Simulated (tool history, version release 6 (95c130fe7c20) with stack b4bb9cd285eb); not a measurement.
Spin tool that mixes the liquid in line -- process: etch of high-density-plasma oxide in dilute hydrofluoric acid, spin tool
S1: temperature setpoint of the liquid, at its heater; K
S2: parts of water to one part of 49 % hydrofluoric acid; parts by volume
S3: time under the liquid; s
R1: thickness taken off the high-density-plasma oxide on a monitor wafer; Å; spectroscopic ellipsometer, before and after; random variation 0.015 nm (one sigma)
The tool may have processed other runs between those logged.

run	hour	S1	S2	S3	R1
1	0	293.15	145	90	27.273
2	4.9	292.65	145	90	26.999
3	9.8	292.65	145	65	19.219
4	15.3	294.65	145	65	20.995
5	22.8	291.65	145	65	18.806
6	25.5	292.15	145	65	19.193

Run 7 is up next; what results do you expect?
7	28	292.65	145	65	?

{"run 7": {"R1": 19.494}}
